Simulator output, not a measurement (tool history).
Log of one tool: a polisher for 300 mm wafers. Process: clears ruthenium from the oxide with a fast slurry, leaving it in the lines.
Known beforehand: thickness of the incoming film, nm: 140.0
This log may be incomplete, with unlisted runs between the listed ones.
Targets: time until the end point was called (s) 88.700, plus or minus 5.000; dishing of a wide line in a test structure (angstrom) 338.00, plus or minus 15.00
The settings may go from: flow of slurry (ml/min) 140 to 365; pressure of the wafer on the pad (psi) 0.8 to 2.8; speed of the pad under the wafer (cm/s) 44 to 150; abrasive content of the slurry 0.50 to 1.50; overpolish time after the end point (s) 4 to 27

run  hour  flow of slurry (ml/min)  pressure of the wafer on the pad (psi)  speed of the pad under the wafer (cm/s)  abrasive content of the slurry  overpolish time after the end point (s)  time until the end point was called (s)  dishing of a wide line in a test structure (angstrom)
  1   0.0                      235                                     1.8                                       96                            1.00                                       14                                   50.727                                                 331.04
  2   1.1                      235                                     1.5                                       96                            1.00                                       16                                   57.745                                                 353.43
  3   8.6                      235                                     1.5                                       96                            1.00                                       19                                   56.703                                                 406.91
  4  17.6                      235                                     1.5                                      106                            1.00                                       19                                   53.449                                                 428.86
  5  25.8                      275                                     1.5                                      106                            1.00                                       19                                   49.860                                                 439.14
  6  26.7                      305                                     1.5                                      106                            1.00                                       19                                   51.884                                                 437.31
  7  30.1                      305                                     1.3                                      100                            1.00                                       20                                   57.799                                                 414.71
  8  32.4                      305                                     1.2                                       94                            1.00                                       21                                   65.671                                                 390.36
  9  36.6                      305                                     1.1                                       92                            1.00                                       22                                   69.862                                                 390.14

Of the 4 settings listed for the next run, only one would bring every result within its allowed miss of target. Which one?
  A  40.8                      310                                     1.2                                      100                            1.05                                       16                                        ?                                                      ?
  B  40.8                      335                                     0.8                                       68                            1.15                                       26                                        ?                                                      ?
  C  40.8                      325                                     0.8                                       82                            1.00                                       24                                        ?                                                      ?
  D  40.8                      315                                     0.8                                       74                            1.00                                       23                                        ?                                                      ?

move  time until the end point was called (s)  dishing of a wide line in a test structure (angstrom)
   A                                   59.344                                                 334.25
   B                                   97.498                                                 331.06
   C                                   89.256                                                 333.47
   D                                   98.153                                                 295.31
A: the biggest miss grows against the last run
B: pushes the last run's worst result past its target
C: in spec on every target
D: pushes the last run's worst result past its target
C meets every target.
